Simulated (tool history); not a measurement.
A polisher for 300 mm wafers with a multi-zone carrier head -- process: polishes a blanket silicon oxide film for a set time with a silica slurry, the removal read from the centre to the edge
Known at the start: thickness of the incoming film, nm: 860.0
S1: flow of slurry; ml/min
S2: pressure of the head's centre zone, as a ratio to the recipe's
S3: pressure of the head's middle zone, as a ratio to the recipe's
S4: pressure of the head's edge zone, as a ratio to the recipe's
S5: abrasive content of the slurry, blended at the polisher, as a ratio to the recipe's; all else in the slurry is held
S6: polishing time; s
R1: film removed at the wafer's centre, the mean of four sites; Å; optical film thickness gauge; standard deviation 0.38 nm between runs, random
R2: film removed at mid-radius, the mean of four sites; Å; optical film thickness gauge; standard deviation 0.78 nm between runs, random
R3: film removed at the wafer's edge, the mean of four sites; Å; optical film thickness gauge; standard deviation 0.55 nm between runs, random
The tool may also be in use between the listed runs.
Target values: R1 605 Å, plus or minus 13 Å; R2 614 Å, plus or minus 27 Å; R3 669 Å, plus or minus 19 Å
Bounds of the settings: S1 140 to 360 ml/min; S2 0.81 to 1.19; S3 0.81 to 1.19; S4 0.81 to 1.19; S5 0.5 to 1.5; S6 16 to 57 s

{"run": 1, "hour": 0.0, "S1": 230, "S2": 1, "S3": 1, "S4": 1, "S5": 1, "S6": 36, "R1": 872.77, "R2": 904.79, "R3": 885.68}
{"run": 2, "hour": 1.9, "S1": 225, "S2": 0.98, "S3": 0.98, "S4": 0.99, "S5": 0.95, "S6": 36, "R1": 833.46, "R2": 899.91, "R3": 867.06}
{"run": 3, "hour": 7.5, "S1": 225, "S2": 0.98, "S3": 0.98, "S4": 0.99, "S5": 1.05, "S6": 36, "R1": 873.33, "R2": 883.6, "R3": 892.4}
{"run": 4, "hour": 12.7, "S1": 225, "S2": 0.98, "S3": 0.98, "S4": 1.07, "S5": 1.05, "S6": 36, "R1": 877.07, "R2": 914.11, "R3": 933.27}
{"run": 5, "hour": 13.3, "S1": 225, "S2": 0.98, "S3": 0.98, "S4": 0.99, "S5": 1.05, "S6": 36, "R1": 863.84, "R2": 902.06, "R3": 905.08}
{"run": 6, "hour": 15.5, "S1": 225, "S2": 1.05, "S3": 0.98, "S4": 0.99, "S5": 1.05, "S6": 36, "R1": 932.75, "R2": 881.21, "R3": 895.52}
{"run": 7, "hour": 21.0, "S1": 215, "S2": 1.04, "S3": 0.96, "S4": 1, "S5": 1, "S6": 35, "R1": 876.37, "R2": 843.03, "R3": 867.02}
{"run": 8, "hour": 26.3, "S1": 210, "S2": 1.04, "S3": 0.94, "S4": 1.01, "S5": 0.95, "S6": 34, "R1": 823.03, "R2": 780.7, "R3": 827.91}
{"run": 9, "hour": 30.7, "S1": 210, "S2": 1.03, "S3": 0.92, "S4": 1, "S5": 0.9, "S6": 34, "R1": 802.79, "R2": 751.85, "R3": 793.33}
{"run": 10, "hour": 34.2, "S1": 205, "S2": 1.01, "S3": 0.91, "S4": 0.99, "S5": 0.85, "S6": 34, "R1": 763.22, "R2": 728.31, "R3": 781.49}
{"run": 11, "hour": 35.4, "S1": 205, "S2": 0.99, "S3": 0.9, "S4": 0.97, "S5": 0.8, "S6": 34, "R1": 733.71, "R2": 710.5, "R3": 750.02}
{"run": 12, "hour": 39.5, "S1": 160, "S2": 0.89, "S3": 0.81, "S4": 0.93, "S5": 0.65, "S6": 34, "R1": 573.64, "R2": 576.71, "R3": 661.75}
{"run": 13, "hour": 48.0, "S1": 165, "S2": 0.89, "S3": 0.81, "S4": 0.93, "S5": 0.65, "S6": 34, "R1": 577.53, "R2": 566.65, "R3": 665.08}
{"run": 14, "hour": 52.0, "S1": 165, "S2": 0.89, "S3": 0.81, "S4": 0.93, "S5": 0.65, "S6": 34, "R1": 586.49, "R2": 581.03, "R3": 653.71}
{"run": 15, "hour": 54.2, "S1": 170, "S2": 0.89, "S3": 0.81, "S4": 0.93, "S5": 0.65, "S6": 34, "R1": 586.79, "R2": 574.47, "R3": 655.61}
{"run": 16, "hour": 55.5, "S1": 175, "S2": 0.89, "S3": 0.82, "S4": 0.93, "S5": 0.65, "S6": 34, "R1": 586.85, "R2": 582.22, "R3": 668.3}

Of the 5 settings listed for the next run, only one would bring every result within its allowed miss of target. Which one?
{"run": "A", "hour": 56.8, "S1": 190, "S2": 0.89, "S3": 0.81, "S4": 0.92, "S5": 0.65, "S6": 36, "R1": "?", "R2": "?", "R3": "?"}
{"run": "B", "hour": 56.8, "S1": 165, "S2": 0.85, "S3": 0.89, "S4": 0.88, "S5": 0.7, "S6": 36, "R1": "?", "R2": "?", "R3": "?"}
{"run": "C", "hour": 56.8, "S1": 140, "S2": 0.91, "S3": 0.84, "S4": 0.89, "S5": 0.7, "S6": 35, "R1": "?", "R2": "?", "R3": "?"}
{"run": "D", "hour": 56.8, "S1": 235, "S2": 0.88, "S3": 0.87, "S4": 0.93, "S5": 0.7, "S6": 34, "R1": "?", "R2": "?", "R3": "?"}
{"run": "E", "hour": 56.8, "S1": 225, "S2": 0.87, "S3": 0.85, "S4": 0.9, "S5": 0.55, "S6": 39, "R1": "?", "R2": "?", "R3": "?"}

move=A R1=618.15 R2=630.66 R3=702.41
move=B R1=594.26 R2=687.93 R3=698.22
move=C R1=597.48 R2=618.16 R3=667.87
move=D R1=615.92 R2=671.34 R3=702.86
move=E R1=624.37 R2=675.97 R3=711.65
A: moves the result that the last run missed by most past its target, out the other side
B: the worst result of the last run now meets its target, but another is out of spec
C: hits every target within its allowed miss
D: the worst result of the last run now meets its target, but another is out of spec
E: moves the result that the last run missed by most past its target, out the other side
The right move is C.

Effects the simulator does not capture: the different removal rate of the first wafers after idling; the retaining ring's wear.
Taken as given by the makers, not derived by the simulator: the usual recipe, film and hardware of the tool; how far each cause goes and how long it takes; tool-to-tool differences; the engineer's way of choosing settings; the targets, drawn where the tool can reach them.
